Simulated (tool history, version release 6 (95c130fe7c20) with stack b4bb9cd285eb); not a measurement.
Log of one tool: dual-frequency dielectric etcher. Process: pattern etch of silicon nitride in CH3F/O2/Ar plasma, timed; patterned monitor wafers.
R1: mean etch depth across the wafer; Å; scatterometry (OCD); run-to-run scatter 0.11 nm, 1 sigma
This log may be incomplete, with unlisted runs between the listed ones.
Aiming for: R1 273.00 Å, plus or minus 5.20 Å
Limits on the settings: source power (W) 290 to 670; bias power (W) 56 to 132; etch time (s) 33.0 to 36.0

Run 1, hour 0.0: source power (W) 480, bias power (W) 94, etch time (s) 36.0. Result: R1 295.10 Å.
Run 2, hour 2.0: source power (W) 480, bias power (W) 78, etch time (s) 36.0. Result: R1 279.70 Å.
Run 3, hour 10.4: source power (W) 550, bias power (W) 78, etch time (s) 36.0. Result: R1 292.85 Å.
Run 4, hour 16.7: source power (W) 550, bias power (W) 93, etch time (s) 36.0. Result: R1 307.68 Å.
Run 5, hour 19.3: source power (W) 500, bias power (W) 91, etch time (s) 36.0. Result: R1 297.48 Å.
Run 6, hour 28.1: source power (W) 470, bias power (W) 89, etch time (s) 36.0. Result: R1 287.00 Å.
Run 7, hour 32.6: source power (W) 450, bias power (W) 88, etch time (s) 36.0. Result: R1 283.53 Å.
Run 8, hour 33.7: source power (W) 440, bias power (W) 87, etch time (s) 36.0. Result: R1 278.51 Å.

Exercise: of the 5 proposed moves below, exactly one satisfies all targets within the stated allowed misses. Which move is it?
Run A, hour 34.8: source power (W) 550, bias power (W) 93, etch time (s) 34.0. Result: R1 ?.
Run B, hour 34.8: source power (W) 450, bias power (W) 91, etch time (s) 34.5. Result: R1 ?.
Run C, hour 34.8: source power (W) 430, bias power (W) 99, etch time (s) 36.0. Result: R1 ?.
Run D, hour 34.8: source power (W) 430, bias power (W) 98, etch time (s) 35.5. Result: R1 ?.
Run E, hour 34.8: source power (W) 450, bias power (W) 95, etch time (s) 35.5. Result: R1 ?.

move      R1
   A  291.57
   B  274.91
   C  290.51
   D  285.52
   E  286.84
A: moves away from the targets compared with the last run
B: meets every target
C: moves away from the targets compared with the last run
D: moves away from the targets compared with the last run
E: moves away from the targets compared with the last run
Correct choice: B, which meets every target
